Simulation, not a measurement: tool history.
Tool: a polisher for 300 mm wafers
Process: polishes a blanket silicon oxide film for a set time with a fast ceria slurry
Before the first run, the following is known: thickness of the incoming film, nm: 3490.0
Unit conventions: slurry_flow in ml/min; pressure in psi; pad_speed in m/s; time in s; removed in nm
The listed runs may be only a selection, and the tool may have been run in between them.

{"run": 1, "hour": 0.0, "slurry_flow": 290, "pressure": 3.2, "pad_speed": 1.22, "time": 39, "removed": 883.86}
{"run": 2, "hour": 1.1, "slurry_flow": 290, "pressure": 3.2, "pad_speed": 1.1, "time": 39, "removed": 799.82}
{"run": 3, "hour": 4.3, "slurry_flow": 295, "pressure": 3.5, "pad_speed": 1.1, "time": 39, "removed": 881.63}
{"run": 4, "hour": 13.1, "slurry_flow": 295, "pressure": 3.5, "pad_speed": 1.1, "time": 39, "removed": 883.95}
{"run": 5, "hour": 15.0, "slurry_flow": 300, "pressure": 3.7, "pad_speed": 1.1, "time": 39, "removed": 908.2}
{"run": 6, "hour": 20.4, "slurry_flow": 300, "pressure": 3.9, "pad_speed": 1.1, "time": 39, "removed": 968.94}
{"run": 7, "hour": 23.1, "slurry_flow": 300, "pressure": 4.0, "pad_speed": 1.1, "time": 39, "removed": 989.93}
{"run": 8, "hour": 25.0, "slurry_flow": 300, "pressure": 4.1, "pad_speed": 1.1, "time": 39, "removed": 1005.6}

Run 9, settings as shown, results not yet in. Your forecast:
{"run": 9, "hour": 29.4, "slurry_flow": 300, "pressure": 4.2, "pad_speed": 1.1, "time": 39, "removed": "?"}

removed: 1033.80 nm

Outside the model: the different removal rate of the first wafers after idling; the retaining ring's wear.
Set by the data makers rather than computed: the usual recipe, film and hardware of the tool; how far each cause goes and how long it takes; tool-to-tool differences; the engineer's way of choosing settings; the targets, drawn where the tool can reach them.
